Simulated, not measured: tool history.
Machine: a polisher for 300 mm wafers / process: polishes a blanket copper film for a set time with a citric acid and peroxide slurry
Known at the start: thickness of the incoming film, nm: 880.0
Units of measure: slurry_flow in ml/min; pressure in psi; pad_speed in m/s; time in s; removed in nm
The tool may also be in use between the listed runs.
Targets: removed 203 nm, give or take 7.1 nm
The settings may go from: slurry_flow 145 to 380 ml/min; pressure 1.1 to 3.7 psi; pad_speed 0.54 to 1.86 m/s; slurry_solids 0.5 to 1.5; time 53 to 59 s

{"run": 1, "hour": 0.0, "slurry_flow": 245, "pressure": 2.4, "pad_speed": 1.18, "slurry_solids": 1, "time": 59, "removed": 110.45}
{"run": 2, "hour": 7.1, "slurry_flow": 245, "pressure": 2.6, "pad_speed": 1.2, "slurry_solids": 1, "time": 59, "removed": 121.41}
{"run": 3, "hour": 10.1, "slurry_flow": 245, "pressure": 2.8, "pad_speed": 1.22, "slurry_solids": 1, "time": 59, "removed": 130.81}
{"run": 4, "hour": 15.0, "slurry_flow": 245, "pressure": 3, "pad_speed": 1.24, "slurry_solids": 1, "time": 59, "removed": 137.6}
{"run": 5, "hour": 18.3, "slurry_flow": 305, "pressure": 3, "pad_speed": 1.24, "slurry_solids": 1, "time": 59, "removed": 142.03}
{"run": 6, "hour": 26.5, "slurry_flow": 305, "pressure": 3.1, "pad_speed": 1.28, "slurry_solids": 1, "time": 59, "removed": 149.1}
{"run": 7, "hour": 30.4, "slurry_flow": 305, "pressure": 3.2, "pad_speed": 1.32, "slurry_solids": 1, "time": 59, "removed": 160.79}
{"run": 8, "hour": 35.5, "slurry_flow": 310, "pressure": 3.7, "pad_speed": 1.36, "slurry_solids": 1, "time": 59, "removed": 189.69}

Below are 4 possible settings for the next run. Only one of them brings all results inside the allowed miss of their targets. Which is it?
{"run": "A", "hour": 40.6, "slurry_flow": 275, "pressure": 3.6, "pad_speed": 1.56, "slurry_solids": 1, "time": 53, "removed": "?"}
{"run": "B", "hour": 40.6, "slurry_flow": 275, "pressure": 3.7, "pad_speed": 1.56, "slurry_solids": 1, "time": 54, "removed": "?"}
{"run": "C", "hour": 40.6, "slurry_flow": 320, "pressure": 3.7, "pad_speed": 1.36, "slurry_solids": 1.05, "time": 57, "removed": "?"}
{"run": "D", "hour": 40.6, "slurry_flow": 295, "pressure": 3.6, "pad_speed": 1.58, "slurry_solids": 0.9, "time": 59, "removed": "?"}

move=A removed=185.17
move=B removed=193.82
move=C removed=188.91
move=D removed=203.17
A: further off than the last run
B: closer than the last run, but not yet in spec
C: further off than the last run
D: hits every target within its allowed miss
Answer: D
